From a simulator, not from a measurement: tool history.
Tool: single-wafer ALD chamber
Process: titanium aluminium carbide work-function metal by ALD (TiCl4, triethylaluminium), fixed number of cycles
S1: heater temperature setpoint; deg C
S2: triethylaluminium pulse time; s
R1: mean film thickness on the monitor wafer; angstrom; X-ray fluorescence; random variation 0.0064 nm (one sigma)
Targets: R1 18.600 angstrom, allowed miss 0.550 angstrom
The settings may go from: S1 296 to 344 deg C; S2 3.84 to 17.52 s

run    day   S1     S2      R1
  1  0.000  320  10.68  21.866
  2  0.308  317   9.87  21.347
  3  0.575  311   9.87  20.797
  4  0.800  309   9.35  20.453
  5  0.958  307   8.97  20.196
  6  1.054  300   8.97  19.598
  7  1.408  299   8.58  19.364
  8  1.667  296   5.72  14.665
  9  1.954  297   6.07  15.614
 10  2.042  297   6.36  16.248
 11  2.217  297   6.60  16.713
 12  2.471  297   6.79  17.178
 13  2.567  297   6.93  17.264
 14  2.704  297   7.06  17.492
 15  2.792  297   7.06  17.475
 16  2.942  297   7.16  17.744
 17  2.971  297   7.23  17.642
 18  3.233  308   9.16  20.197
 19  3.292  308   9.16  20.409
 20  3.312  308   8.99  20.299

Which of these 4 next moves meets every target?
  A  3.333  305  7.54   ?
  B  3.333  321  7.76   ?
  C  3.333  314  6.13   ?
  D  3.333  304  9.40   ?

move      R1
   A  18.761
   B  20.157
   C  16.839
   D  20.171
A: meets every target
B: nearer than the last run, and not there yet
C: takes the result that was furthest off past its target
D: nearer than the last run, and not there yet
The right move is A.
